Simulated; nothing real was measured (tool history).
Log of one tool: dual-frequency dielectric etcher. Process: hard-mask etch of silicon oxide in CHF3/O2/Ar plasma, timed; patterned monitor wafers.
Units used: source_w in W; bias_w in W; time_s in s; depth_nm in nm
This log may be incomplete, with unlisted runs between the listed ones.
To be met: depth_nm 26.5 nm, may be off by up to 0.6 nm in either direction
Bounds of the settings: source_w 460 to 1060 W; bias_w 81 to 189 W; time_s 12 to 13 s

run 1 day=0 | source_w=760 bias_w=135 time_s=13 | depth_nm=23.945
run 2 day=0.2 | source_w=670 bias_w=135 time_s=13 | depth_nm=23.173
run 3 day=0.346 | source_w=590 bias_w=135 time_s=13 | depth_nm=22.425
run 4 day=0.479 | source_w=590 bias_w=135 time_s=13 | depth_nm=22.365
run 5 day=0.696 | source_w=500 bias_w=135 time_s=13 | depth_nm=21.313
run 6 day=0.738 | source_w=590 bias_w=140 time_s=13 | depth_nm=22.773
run 7 day=0.883 | source_w=650 bias_w=143 time_s=13 | depth_nm=23.358
run 8 day=0.958 | source_w=700 bias_w=146 time_s=13 | depth_nm=24.129
run 9 day=1.292 | source_w=740 bias_w=148 time_s=13 | depth_nm=24.767

5 candidate next runs follow, results not yet known. Just one meets every target within its allowed miss. Identify it.
run A day=1.625 | source_w=980 bias_w=146 time_s=13 | depth_nm=?
run B day=1.625 | source_w=670 bias_w=161 time_s=13 | depth_nm=?
run C day=1.625 | source_w=850 bias_w=189 time_s=12 | depth_nm=?
run D day=1.625 | source_w=820 bias_w=146 time_s=13 | depth_nm=?
run E day=1.625 | source_w=750 bias_w=151 time_s=13 | depth_nm=?

move=A depth_nm=26.286
move=B depth_nm=24.542
move=C depth_nm=25.554
move=D depth_nm=25.002
move=E depth_nm=24.699
A: in spec on every target
B: the biggest miss grows against the last run
C: better than the last run, though not everything is in spec
D: better than the last run, though not everything is in spec
E: about as far from the targets as the last run
Move A is the one to make.

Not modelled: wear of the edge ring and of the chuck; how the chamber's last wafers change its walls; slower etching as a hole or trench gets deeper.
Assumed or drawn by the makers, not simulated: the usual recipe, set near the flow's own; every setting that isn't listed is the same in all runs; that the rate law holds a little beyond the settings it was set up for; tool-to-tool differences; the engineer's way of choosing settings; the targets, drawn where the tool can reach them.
